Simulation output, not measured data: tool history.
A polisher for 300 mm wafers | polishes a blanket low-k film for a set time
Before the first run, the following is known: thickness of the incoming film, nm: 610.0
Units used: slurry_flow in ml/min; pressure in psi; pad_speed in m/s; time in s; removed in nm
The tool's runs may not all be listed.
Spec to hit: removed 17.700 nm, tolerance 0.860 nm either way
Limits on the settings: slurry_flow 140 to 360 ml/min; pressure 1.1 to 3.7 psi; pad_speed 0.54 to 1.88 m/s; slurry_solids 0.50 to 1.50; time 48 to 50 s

run	hour	slurry_flow	pressure	pad_speed	slurry_solids	time	removed
1	0.0	230	2.4	1.20	1.00	48	26.777
2	4.2	230	2.4	1.20	1.00	48	27.420
3	11.9	230	2.2	1.20	1.00	48	25.019
4	14.4	230	2.1	1.20	1.00	48	23.992
5	15.2	230	2.1	1.20	1.00	50	25.221
6	23.2	230	2.0	1.20	1.00	50	24.497
7	29.6	230	1.9	1.20	1.00	50	23.130
8	37.1	230	1.3	1.16	1.00	50	15.914
9	44.9	230	1.3	1.16	1.00	50	16.352

Pick the move, out of 4, that brings all results within their allowed miss; only one does.
A	52.7	230	1.5	1.08	1.00	50	?
B	52.7	250	1.2	1.14	1.00	50	?
C	52.7	240	1.2	1.06	1.05	48	?
D	52.7	260	1.1	1.40	0.90	48	?

move	removed
A	17.717
B	15.594
C	14.372
D	15.741
A: all results land within tolerance of their targets
B: moves away from the targets compared with the last run
C: moves away from the targets compared with the last run
D: moves away from the targets compared with the last run
The right move is A.
